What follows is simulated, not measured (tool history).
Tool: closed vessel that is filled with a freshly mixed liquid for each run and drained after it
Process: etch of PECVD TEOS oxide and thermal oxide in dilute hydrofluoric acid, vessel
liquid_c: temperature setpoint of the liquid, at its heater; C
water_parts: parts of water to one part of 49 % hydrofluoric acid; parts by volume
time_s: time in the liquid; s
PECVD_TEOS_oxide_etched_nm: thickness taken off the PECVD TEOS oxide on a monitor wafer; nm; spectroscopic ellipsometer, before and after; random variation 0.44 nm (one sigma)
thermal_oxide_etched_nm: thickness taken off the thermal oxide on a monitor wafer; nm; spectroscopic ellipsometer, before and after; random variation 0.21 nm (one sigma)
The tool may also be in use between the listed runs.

run  hour  liquid_c  water_parts  time_s  PECVD_TEOS_oxide_etched_nm  thermal_oxide_etched_nm
  1   0.0      21.0           70     185                      25.993                  12.7260
  2   5.8      23.0           65     185                      30.414                  14.7100
  3   7.1      24.5           60     185                      35.521                  16.6610
  4  11.2      24.5           60     115                      22.011                  10.6180
  5  16.4      21.0           60     115                      18.706                   9.2252
  6  20.4      17.5           60     115                      16.057                   7.9889

The next listed run, before its measurement:
  7  24.6      20.5           50     115                           ?                        ?

PECVD_TEOS_oxide_etched_nm: 22.487 nm
thermal_oxide_etched_nm: 10.9530 nm
